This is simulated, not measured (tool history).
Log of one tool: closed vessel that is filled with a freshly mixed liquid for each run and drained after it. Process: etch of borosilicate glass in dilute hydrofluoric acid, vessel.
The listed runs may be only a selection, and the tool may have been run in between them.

run    day  temperature setpoint of the liquid (K)  parts of water to one part of 49 % hydrofluoric acid (parts by volume)  time in the liquid (s)  thickness taken off the borosilicate glass on a monitor wafer (Å)
  1      0                                  297.15                                                                      80                      30                                                             103.09
  2  0.146                                  299.15                                                                      70                      30                                                             127.35
  3  0.517                                  302.15                                                                      70                      30                                                             144.44
  4  0.592                                  303.65                                                                      70                      30                                                             153.47
  5  0.875                                  305.15                                                                      70                      30                                                              161.4
  6  1.008                                  301.65                                                                      70                      30                                                             141.13
  7  1.183                                  302.65                                                                      65                      30                                                             158.02

Run 8, settings as shown, results not yet in. Your forecast:
  8  1.283                                  303.15                                                                      60                      30                                                                  ?

Run 8 measured thickness taken off the borosilicate glass on a monitor wafer (Å) 178.27.
